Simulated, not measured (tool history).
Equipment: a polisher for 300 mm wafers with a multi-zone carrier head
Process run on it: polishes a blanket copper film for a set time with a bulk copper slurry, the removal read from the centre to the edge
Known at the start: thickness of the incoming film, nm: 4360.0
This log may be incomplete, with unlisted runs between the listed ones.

| run | hour | flow of slurry (ml/min) | pressure of the head's centre zone | pressure of the head's middle zone | pressure of the head's edge zone | abrasive content of the slurry | polishing time (s) | film removed at the wafer's centre (nm) | film removed at mid-radius (nm) | film removed at the wafer's edge (nm) |
|---|---|---|---|---|---|---|---|---|---|---|
| 1 | 0 | 215 | 1 | 1 | 1 | 1 | 75 | 594.04 | 607.24 | 624.69 |
| 2 | 5 | 180 | 1 | 1 | 1 | 1 | 75 | 566.82 | 589.5 | 602.92 |
| 3 | 12.6 | 195 | 1.03 | 1.01 | 0.98 | 1 | 75 | 598.91 | 593.6 | 605.65 |
| 4 | 14.3 | 195 | 1.03 | 1.01 | 0.98 | 1 | 60 | 474.55 | 478.14 | 481.81 |
| 5 | 21.1 | 195 | 1.03 | 1.01 | 1.03 | 1 | 60 | 480.59 | 475.74 | 494.62 |
| 6 | 25.6 | 215 | 1.06 | 1.04 | 1.02 | 1.1 | 61 | 538.55 | 520.44 | 518.72 |
| 7 | 30.2 | 230 | 1.08 | 1.06 | 1.03 | 1.15 | 61 | 543.24 | 554.66 | 537.61 |
| 8 | 39.1 | 240 | 1.1 | 1.05 | 1 | 1.2 | 62 | 592.15 | 559.99 | 544.09 |
| 9 | 40.7 | 250 | 1.12 | 1.06 | 1 | 1.2 | 62 | 604.96 | 566.62 | 547.27 |
| 10 | 47.7 | 260 | 1.13 | 1.07 | 1 | 1.25 | 62 | 615.63 | 594.82 | 558.28 |
| 11 | 53 | 265 | 1.14 | 1.07 | 0.99 | 1.3 | 62 | 638.83 | 586.68 | 563.95 |
| 12 | 57 | 270 | 1.15 | 1.08 | 0.99 | 1.3 | 62 | 628.08 | 592.42 | 559.64 |

Expected results for the next run?
| 13 | 60 | 275 | 1.16 | 1.09 | 0.97 | 1.35 | 62 | ? | ? | ? |

{"run 13": {"film removed at the wafer's centre (nm)": 656.38, "film removed at mid-radius (nm)": 620.4, "film removed at the wafer's edge (nm)": 556.64}}
